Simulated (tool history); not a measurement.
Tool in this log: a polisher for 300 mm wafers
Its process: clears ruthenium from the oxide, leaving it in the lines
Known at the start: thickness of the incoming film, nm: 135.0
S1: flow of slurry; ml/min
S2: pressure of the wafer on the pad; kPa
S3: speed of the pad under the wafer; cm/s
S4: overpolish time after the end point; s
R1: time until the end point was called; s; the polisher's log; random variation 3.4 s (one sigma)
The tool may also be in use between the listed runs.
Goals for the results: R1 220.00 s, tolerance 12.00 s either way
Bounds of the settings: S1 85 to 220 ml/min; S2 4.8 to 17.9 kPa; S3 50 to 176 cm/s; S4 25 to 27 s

run	hour	S1	S2	S3	S4	R1
1	0.0	140	11.0	112	25	149.87
2	5.3	140	10.3	112	25	161.96
3	14.0	140	10.3	112	27	157.93
4	20.5	110	10.3	112	27	164.55
5	28.2	110	10.3	112	25	159.64
6	36.0	110	9.7	112	25	174.51
7	37.2	110	9.0	112	25	193.95
8	40.0	110	8.3	112	25	203.66

Which one of the following 5 next-run settings gets every result inside its allowed miss? There is exactly one.
A	42.8	85	11.7	80	26	?
B	42.8	95	6.9	108	25	?
C	42.8	95	7.6	98	25	?
D	42.8	130	9.0	84	26	?
E	42.8	105	6.9	108	27	?

move	R1
A	220.39
B	266.94
C	267.74
D	246.50
E	260.42
A: hits every target within its allowed miss
B: moves the result that the last run missed by most past its target, out the other side
C: moves the result that the last run missed by most past its target, out the other side
D: moves the result that the last run missed by most past its target, out the other side
E: moves the result that the last run missed by most past its target, out the other side
Move A is the one to make.
